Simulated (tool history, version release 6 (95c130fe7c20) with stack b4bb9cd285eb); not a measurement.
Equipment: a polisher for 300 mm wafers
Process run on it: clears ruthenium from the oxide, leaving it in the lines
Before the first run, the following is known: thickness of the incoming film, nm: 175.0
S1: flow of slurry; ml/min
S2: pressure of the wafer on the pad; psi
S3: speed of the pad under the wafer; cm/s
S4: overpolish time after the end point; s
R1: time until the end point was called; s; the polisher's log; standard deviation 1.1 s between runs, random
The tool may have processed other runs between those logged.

run 1 hour=0.0 | S1=275 S2=1.7 S3=110 S4=5 | R1=134.930
run 2 hour=7.6 | S1=275 S2=1.7 S3=110 S4=5 | R1=133.070
run 3 hour=9.5 | S1=275 S2=1.7 S3=100 S4=5 | R1=148.610
run 4 hour=15.4 | S1=275 S2=1.7 S3=100 S4=5 | R1=146.360
run 5 hour=17.0 | S1=275 S2=1.4 S3=100 S4=5 | R1=176.110
run 6 hour=26.0 | S1=275 S2=1.4 S3=100 S4=5 | R1=175.330
run 7 hour=26.8 | S1=275 S2=1.7 S3=102 S4=5 | R1=144.680
run 8 hour=31.9 | S1=275 S2=1.9 S3=102 S4=5 | R1=128.820
run 9 hour=35.9 | S1=275 S2=2.4 S3=104 S4=5 | R1=100.020

Expected results for the next run?
run 10 hour=44.2 | S1=275 S2=2.5 S3=104 S4=5 | R1=?

{"run 10": {"R1": 96.504}}

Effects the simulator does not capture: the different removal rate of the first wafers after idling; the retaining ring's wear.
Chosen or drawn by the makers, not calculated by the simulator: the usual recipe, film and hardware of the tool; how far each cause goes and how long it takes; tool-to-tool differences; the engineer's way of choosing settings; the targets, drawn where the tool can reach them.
